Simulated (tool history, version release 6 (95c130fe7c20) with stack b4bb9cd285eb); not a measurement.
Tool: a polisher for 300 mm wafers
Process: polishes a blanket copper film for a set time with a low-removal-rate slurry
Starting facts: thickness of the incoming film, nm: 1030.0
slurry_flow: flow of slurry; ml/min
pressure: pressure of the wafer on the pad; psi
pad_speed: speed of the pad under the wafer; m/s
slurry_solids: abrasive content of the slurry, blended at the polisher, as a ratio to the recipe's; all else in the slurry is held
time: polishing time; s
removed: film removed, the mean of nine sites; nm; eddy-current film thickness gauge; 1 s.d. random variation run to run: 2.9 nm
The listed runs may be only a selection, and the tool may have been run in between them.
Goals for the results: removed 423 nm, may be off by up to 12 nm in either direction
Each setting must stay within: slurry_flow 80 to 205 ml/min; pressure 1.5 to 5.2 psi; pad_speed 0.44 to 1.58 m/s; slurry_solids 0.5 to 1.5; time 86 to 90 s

run  hour  slurry_flow  pressure  pad_speed  slurry_solids  time  removed
  1     0          135       3.3          1              1    86   271.99
  2   1.5          150       3.3          1              1    86   279.42
  3   3.8          150         4          1              1    86   335.64
  4   6.6          150         4       0.86              1    86   286.11
  5  13.5          155       4.3       0.86              1    86   308.07
  6  15.9          155       3.8       0.86              1    86   276.46
     20.3  -- slurry nozzle cleaned
  7  20.3          155       3.8       0.86              1    86   296.08
  8    28          165         4       0.86              1    86    312.9
  9  33.1          175       4.1       0.86              1    86   316.89
 10  41.6          180       4.3       0.86              1    86   334.38
 11  47.9          185       4.5       0.86              1    86   349.83
 12  50.1          190       4.7       0.86              1    86   365.51
 13  57.9          190       4.8       0.86              1    86   372.57
 14  60.8          190       4.9       0.86              1    86   383.09
 15  63.5          200       5.2       0.86              1    86   403.09

Below are 4 possible settings for the next run. Only one of them brings all results inside the allowed miss of their targets. Which is it?
  A  66.2          180       5.1        0.9            0.7    90        ?
  B  66.2          160       5.1       0.96              1    86        ?
  C  66.2          195       4.5       0.98           0.75    88        ?
  D  66.2          190         5        0.9            0.9    86        ?

move  removed
   A   400.17
   B   427.73
   C   389.62
   D   397.35
A: its largest miss is bigger than the last run's
B: all results in spec
C: its largest miss is bigger than the last run's
D: its largest miss is bigger than the last run's
Go with B: it meets all targets.
